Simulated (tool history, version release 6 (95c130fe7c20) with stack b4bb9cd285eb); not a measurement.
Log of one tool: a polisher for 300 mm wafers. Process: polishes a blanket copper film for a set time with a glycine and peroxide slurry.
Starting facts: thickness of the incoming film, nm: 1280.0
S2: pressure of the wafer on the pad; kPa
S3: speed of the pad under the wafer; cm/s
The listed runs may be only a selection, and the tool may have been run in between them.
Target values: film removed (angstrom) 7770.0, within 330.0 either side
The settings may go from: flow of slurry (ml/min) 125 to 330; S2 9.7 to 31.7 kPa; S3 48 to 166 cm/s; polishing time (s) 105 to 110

run 1 hour=0.0 | flow_of_slurry_(ml/min)=210 S2=20.7 S3=106 polishing_time_(s)=105 | film_removed_(angstrom)=5624.4
run 2 hour=1.4 | flow_of_slurry_(ml/min)=165 S2=20.7 S3=106 polishing_time_(s)=105 | film_removed_(angstrom)=5491.6
run 3 hour=2.2 | flow_of_slurry_(ml/min)=165 S2=22.8 S3=108 polishing_time_(s)=105 | film_removed_(angstrom)=5862.4
run 4 hour=5.9 | flow_of_slurry_(ml/min)=165 S2=22.8 S3=108 polishing_time_(s)=110 | film_removed_(angstrom)=6249.0
-- hour=13.1 slurry nozzle cleaned
run 5 hour=13.1 | flow_of_slurry_(ml/min)=170 S2=24.1 S3=108 polishing_time_(s)=110 | film_removed_(angstrom)=7162.4
run 6 hour=21.1 | flow_of_slurry_(ml/min)=145 S2=24.1 S3=108 polishing_time_(s)=110 | film_removed_(angstrom)=7002.2
run 7 hour=24.0 | flow_of_slurry_(ml/min)=145 S2=24.8 S3=108 polishing_time_(s)=110 | film_removed_(angstrom)=7126.6
run 8 hour=31.4 | flow_of_slurry_(ml/min)=145 S2=25.5 S3=108 polishing_time_(s)=110 | film_removed_(angstrom)=7292.3

4 candidate next runs follow, results not yet known. Just one meets every target within its allowed miss. Identify it.
run A hour=38.8 | flow_of_slurry_(ml/min)=225 S2=28.3 S3=94 polishing_time_(s)=110 | film_removed_(angstrom)=?
run B hour=38.8 | flow_of_slurry_(ml/min)=135 S2=22.8 S3=116 polishing_time_(s)=110 | film_removed_(angstrom)=?
run C hour=38.8 | flow_of_slurry_(ml/min)=130 S2=26.2 S3=106 polishing_time_(s)=105 | film_removed_(angstrom)=?
run D hour=38.8 | flow_of_slurry_(ml/min)=175 S2=31.0 S3=102 polishing_time_(s)=110 | film_removed_(angstrom)=?

move=A film_removed_(angstrom)=7610.8
move=B film_removed_(angstrom)=7012.7
move=C film_removed_(angstrom)=6947.2
move=D film_removed_(angstrom)=8582.6
A: each result inside its tolerance
B: its largest miss is bigger than the last run's
C: its largest miss is bigger than the last run's
D: the result that was furthest off in the last run now lies on the other side of its target
Correct choice: A, which meets every target
